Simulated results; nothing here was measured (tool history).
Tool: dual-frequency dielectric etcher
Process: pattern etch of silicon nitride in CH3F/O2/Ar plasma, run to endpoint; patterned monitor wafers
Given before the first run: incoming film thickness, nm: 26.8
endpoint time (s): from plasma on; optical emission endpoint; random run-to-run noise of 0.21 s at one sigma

run	hour	source power (kW)	bias power (kW)	endpoint time (s)
1	0	0.5	0.077	34.26
2	7.8	0.51	0.078	34.372
3	16.6	0.51	0.087	33.115
4	18.5	0.52	0.088	33.205
5	25.8	0.53	0.089	32.507
6	27.8	0.54	0.089	32.56
7	34.6	0.55	0.09	32.258

Run 8 is up next; what results do you expect?
8	38.7	0.56	0.091	?

endpoint time (s): 31.753
